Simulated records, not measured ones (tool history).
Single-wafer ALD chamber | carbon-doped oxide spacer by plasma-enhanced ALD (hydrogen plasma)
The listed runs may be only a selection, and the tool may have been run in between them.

run,hour,heater temperature setpoint (deg C),number of ALD cycles (cycles),mean film thickness on the monitor wafer (nm)
1,0.0,400,272,14.148
2,9.0,400,297,15.439
3,11.9,400,313,16.246
4,13.4,390,313,16.445
5,19.7,400,313,16.348
6,24.5,400,342,17.757
7,27.0,401,328,16.996
8,28.2,402,316,16.367
# hour 32.9: thermocouple changed; heater temperature recalibrated
9,32.9,402,306,16.049
10,36.0,402,296,15.526
11,43.9,402,287,15.006

Run 12 is up next; what results do you expect?
12,50.1,405,243,?

{"run 12": {"mean film thickness on the monitor wafer (nm)": 12.636}}
